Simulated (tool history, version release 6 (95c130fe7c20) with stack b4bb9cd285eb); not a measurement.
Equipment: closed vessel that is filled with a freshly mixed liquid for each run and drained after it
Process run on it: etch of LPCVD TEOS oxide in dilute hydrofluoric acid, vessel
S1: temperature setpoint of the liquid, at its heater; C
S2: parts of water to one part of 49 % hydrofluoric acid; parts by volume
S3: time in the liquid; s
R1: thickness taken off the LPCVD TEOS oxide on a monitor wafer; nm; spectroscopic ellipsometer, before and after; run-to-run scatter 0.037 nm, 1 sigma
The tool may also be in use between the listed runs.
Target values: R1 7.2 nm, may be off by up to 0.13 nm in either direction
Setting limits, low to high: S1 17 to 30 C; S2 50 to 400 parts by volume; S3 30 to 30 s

run 1 day=0 | S1=22 S2=225 S3=30 | R1=2.8077
run 2 day=0.188 | S1=24.5 S2=185 S3=30 | R1=3.9231
run 3 day=0.238 | S1=24.5 S2=225 S3=30 | R1=3.0771
run 4 day=0.358 | S1=24.5 S2=225 S3=30 | R1=3.0868
run 5 day=0.688 | S1=26.5 S2=190 S3=30 | R1=4.0782
run 6 day=0.958 | S1=27.5 S2=165 S3=30 | R1=4.9827
run 7 day=1.05 | S1=28.5 S2=150 S3=30 | R1=5.8751
run 8 day=1.112 | S1=29 S2=145 S3=30 | R1=6.195
run 9 day=1.379 | S1=29.5 S2=140 S3=30 | R1=6.5784
run 10 day=1.592 | S1=29.5 S2=135 S3=30 | R1=6.905
run 11 day=1.679 | S1=30 S2=135 S3=30 | R1=7.0006

Next run, 4 choices. One meets every target within its allowed miss, the rest don't. Which?
run A day=1.767 | S1=28.5 S2=130 S3=30 | R1=?
run B day=1.767 | S1=27.5 S2=125 S3=30 | R1=?
run C day=1.767 | S1=29.5 S2=130 S3=30 | R1=?
run D day=1.767 | S1=29.5 S2=135 S3=30 | R1=?

move=A R1=6.9273
move=B R1=6.9853
move=C R1=7.1878
move=D R1=6.8757
A: the biggest miss grows against the last run
B: the biggest miss grows against the last run
C: every result lands within tolerance
D: the biggest miss grows against the last run
Move C is the one to make.
